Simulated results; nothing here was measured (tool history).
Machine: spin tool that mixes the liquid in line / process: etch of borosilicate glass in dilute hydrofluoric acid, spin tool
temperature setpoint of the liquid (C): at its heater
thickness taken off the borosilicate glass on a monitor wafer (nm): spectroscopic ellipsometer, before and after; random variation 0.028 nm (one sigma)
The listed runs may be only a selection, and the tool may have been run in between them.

| run | hour | temperature setpoint of the liquid (C) | parts of water to one part of 49 % hydrofluoric acid (parts by volume) | time under the liquid (s) | thickness taken off the borosilicate glass on a monitor wafer (nm) |
|---|---|---|---|---|---|
| 1 | 0 | 25 | 295 | 120 | 9.2622 |
| 2 | 6 | 24.5 | 295 | 120 | 9.1188 |
| 3 | 10.5 | 24.5 | 240 | 120 | 11.826 |
| 4 | 14.6 | 24.5 | 240 | 125 | 12.321 |
| 5 | 17.4 | 24.5 | 240 | 120 | 11.902 |
| 6 | 25.7 | 24.5 | 180 | 120 | 16.99 |
| 7 | 33.9 | 23.5 | 195 | 120 | 14.74 |
| 8 | 35 | 22.5 | 210 | 120 | 12.903 |
| 9 | 38.1 | 21.5 | 220 | 120 | 11.838 |

Predict the results of run 10:
| 10 | 43.2 | 17.5 | 285 | 120 | ? |

For run 10 the tool returned thickness taken off the borosilicate glass on a monitor wafer (nm) 7.4474.

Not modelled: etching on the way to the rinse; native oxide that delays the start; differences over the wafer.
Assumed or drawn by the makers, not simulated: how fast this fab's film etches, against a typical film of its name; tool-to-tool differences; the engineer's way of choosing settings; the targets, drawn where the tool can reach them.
